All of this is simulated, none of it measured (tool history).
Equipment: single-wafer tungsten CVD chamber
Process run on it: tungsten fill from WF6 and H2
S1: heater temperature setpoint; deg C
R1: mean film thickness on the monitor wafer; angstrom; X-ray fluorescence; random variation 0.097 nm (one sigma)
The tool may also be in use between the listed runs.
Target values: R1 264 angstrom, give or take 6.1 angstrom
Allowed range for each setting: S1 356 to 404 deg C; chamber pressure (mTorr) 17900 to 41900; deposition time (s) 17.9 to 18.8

{"run": 1, "hour": 0.0, "S1": 380, "chamber pressure (mTorr)": 29900, "deposition time (s)": 18.8, "R1": 358.04}
{"run": 2, "hour": 7.3, "S1": 378, "chamber pressure (mTorr)": 29800, "deposition time (s)": 18.8, "R1": 345.09}
{"run": 3, "hour": 7.9, "S1": 378, "chamber pressure (mTorr)": 35000, "deposition time (s)": 18.8, "R1": 375.43}
{"run": 4, "hour": 12.9, "S1": 378, "chamber pressure (mTorr)": 31000, "deposition time (s)": 18.8, "R1": 351.78}
{"run": 5, "hour": 20.0, "S1": 378, "chamber pressure (mTorr)": 26500, "deposition time (s)": 18.8, "R1": 321.89}
{"hour": 24.3, "done": "thermocouple changed; heater temperature recalibrated"}
{"run": 6, "hour": 24.3, "S1": 377, "chamber pressure (mTorr)": 26500, "deposition time (s)": 18.8, "R1": 338.13}
{"run": 7, "hour": 27.5, "S1": 374, "chamber pressure (mTorr)": 26300, "deposition time (s)": 18.8, "R1": 318.05}
{"run": 8, "hour": 30.0, "S1": 372, "chamber pressure (mTorr)": 26200, "deposition time (s)": 18.8, "R1": 303.99}
{"run": 9, "hour": 38.0, "S1": 371, "chamber pressure (mTorr)": 26100, "deposition time (s)": 18.8, "R1": 297.89}
{"run": 10, "hour": 45.8, "S1": 370, "chamber pressure (mTorr)": 26000, "deposition time (s)": 18.8, "R1": 289.13}

5 next moves are on the table. One of them brings every result within its allowed miss. Which?
{"run": "A", "hour": 53.6, "S1": 370, "chamber pressure (mTorr)": 22300, "deposition time (s)": 17.9, "R1": "?"}
{"run": "B", "hour": 53.6, "S1": 366, "chamber pressure (mTorr)": 28000, "deposition time (s)": 17.9, "R1": "?"}
{"run": "C", "hour": 53.6, "S1": 375, "chamber pressure (mTorr)": 24400, "deposition time (s)": 18.3, "R1": "?"}
{"run": "D", "hour": 53.6, "S1": 363, "chamber pressure (mTorr)": 28400, "deposition time (s)": 17.9, "R1": "?"}
{"run": "E", "hour": 53.6, "S1": 356, "chamber pressure (mTorr)": 37800, "deposition time (s)": 17.9, "R1": "?"}

move=A R1=254.21
move=B R1=264.85
move=C R1=302.67
move=D R1=250.42
move=E R1=249.99
A: moves the result that the last run missed by most past its target, out the other side
B: every result within its allowed miss
C: the biggest miss grows against the last run
D: moves the result that the last run missed by most past its target, out the other side
E: moves the result that the last run missed by most past its target, out the other side
Correct choice: B, which meets every target
